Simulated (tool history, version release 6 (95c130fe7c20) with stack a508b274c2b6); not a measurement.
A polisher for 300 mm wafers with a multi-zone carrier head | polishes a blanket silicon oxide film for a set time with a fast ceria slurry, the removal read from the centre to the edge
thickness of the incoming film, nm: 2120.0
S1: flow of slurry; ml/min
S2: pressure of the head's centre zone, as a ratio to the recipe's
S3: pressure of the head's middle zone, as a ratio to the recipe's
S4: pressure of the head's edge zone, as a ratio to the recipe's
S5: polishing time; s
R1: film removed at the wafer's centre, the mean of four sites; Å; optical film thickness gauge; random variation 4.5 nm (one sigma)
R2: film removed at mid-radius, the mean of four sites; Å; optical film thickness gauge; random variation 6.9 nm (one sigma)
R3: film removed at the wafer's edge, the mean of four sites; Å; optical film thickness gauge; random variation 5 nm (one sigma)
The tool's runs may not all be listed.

| run | day | S1 | S2 | S3 | S4 | S5 | R1 | R2 | R3 |
|---|---|---|---|---|---|---|---|---|---|
| 1 | 0 | 205 | 1 | 1 | 1 | 47 | 7344.3 | 7504.5 | 7607.5 |
| 2 | 0.054 | 165 | 1 | 1 | 1 | 47 | 6961.8 | 7154.1 | 7330.2 |
| 3 | 0.35 | 155 | 1 | 1.01 | 0.96 | 47 | 6962.5 | 7210.9 | 7157.7 |
| 4 | 0.604 | 150 | 0.99 | 1.02 | 0.93 | 47 | 6867.9 | 7214.4 | 6993.2 |
| 5 | 0.862 | 195 | 0.99 | 1.02 | 0.93 | 47 | 7208.6 | 7699 | 7239.5 |
| 6 | 0.925 | 180 | 0.98 | 1.02 | 0.91 | 47 | 6981.9 | 7536.4 | 7104.2 |
| 7 | 1.267 | 170 | 0.98 | 1.02 | 0.89 | 47 | 6880.7 | 7437.7 | 7013.4 |

Forecast run 8:
| 8 | 1.433 | 160 | 0.98 | 1.02 | 0.87 | 47 | ? | ? | ? |

{"run 8": {"R1": 6885.7, "R2": 7195.4, "R3": 6747.9}}
